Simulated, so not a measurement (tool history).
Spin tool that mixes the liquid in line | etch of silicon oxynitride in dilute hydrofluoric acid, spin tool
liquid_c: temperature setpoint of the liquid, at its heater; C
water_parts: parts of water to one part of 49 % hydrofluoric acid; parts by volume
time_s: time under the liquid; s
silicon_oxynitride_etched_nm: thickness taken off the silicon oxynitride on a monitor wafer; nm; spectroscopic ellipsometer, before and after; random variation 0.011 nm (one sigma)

run 1 day=0.000 | liquid_c=20.0 water_parts=115 time_s=90 | silicon_oxynitride_etched_nm=2.2307
run 2 day=0.283 | liquid_c=19.5 water_parts=120 time_s=90 | silicon_oxynitride_etched_nm=2.0590
run 3 day=0.421 | liquid_c=19.0 water_parts=125 time_s=90 | silicon_oxynitride_etched_nm=1.9404
run 4 day=0.525 | liquid_c=19.0 water_parts=80 time_s=90 | silicon_oxynitride_etched_nm=3.1538
run 5 day=0.821 | liquid_c=19.0 water_parts=80 time_s=90 | silicon_oxynitride_etched_nm=3.1578
run 6 day=0.992 | liquid_c=19.0 water_parts=90 time_s=90 | silicon_oxynitride_etched_nm=2.7859

The next listed run, before its measurement:
run 7 day=1.271 | liquid_c=19.0 water_parts=95 time_s=90 | silicon_oxynitride_etched_nm=?

silicon_oxynitride_etched_nm: 2.6265 nm
